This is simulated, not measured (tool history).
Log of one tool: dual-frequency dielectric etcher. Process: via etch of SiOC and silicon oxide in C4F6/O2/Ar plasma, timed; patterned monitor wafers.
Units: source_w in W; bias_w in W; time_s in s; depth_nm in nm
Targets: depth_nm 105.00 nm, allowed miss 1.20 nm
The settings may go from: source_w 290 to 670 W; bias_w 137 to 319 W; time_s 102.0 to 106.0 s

run	hour	source_w	bias_w	time_s	depth_nm
1	0.0	480	228	102.0	117.37
2	5.6	460	227	102.0	116.61
3	8.5	460	227	102.0	116.71
4	14.4	460	227	106.0	121.39
5	17.1	430	224	106.0	118.08
6	19.9	430	224	106.0	118.52
7	21.6	410	222	106.0	116.06
8	27.6	310	217	106.0	107.83

Which of these 4 next moves meets every target?
A	33.6	390	220	102.0	?
B	33.6	300	243	105.5	?
C	33.6	330	214	102.5	?
D	33.6	390	223	103.5	?

move	depth_nm
A	109.87
B	112.69
C	105.07
D	112.20
A: further off than the last run
B: further off than the last run
C: meets every target
D: further off than the last run
Answer: C
